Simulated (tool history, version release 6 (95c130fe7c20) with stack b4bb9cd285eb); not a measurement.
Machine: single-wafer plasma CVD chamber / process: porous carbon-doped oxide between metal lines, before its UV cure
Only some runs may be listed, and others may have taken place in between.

run  hour  heater temperature setpoint (K)  RF power (W)  deposition time (s)  mean film thickness on the monitor wafer (angstrom)
  1     0                           578.15           390                 34.2                                               1428.8
  2   4.9                           584.15           370                 34.1                                               1318.5
  3  10.4                           584.15           410                 34.1                                               1424.4
  4  14.7                           584.15           355                 34.1                                               1281.3
  5  16.6                           588.15           350                 34.1                                               1241.1
  6  18.9                           588.15           350                 34.2                                               1246.1

Estimate the outcome of run 7 from the log above:
  7  20.5                           591.15           345                 34.2                                                    ?

Run 7 came out at mean film thickness on the monitor wafer (angstrom) 1210.5.

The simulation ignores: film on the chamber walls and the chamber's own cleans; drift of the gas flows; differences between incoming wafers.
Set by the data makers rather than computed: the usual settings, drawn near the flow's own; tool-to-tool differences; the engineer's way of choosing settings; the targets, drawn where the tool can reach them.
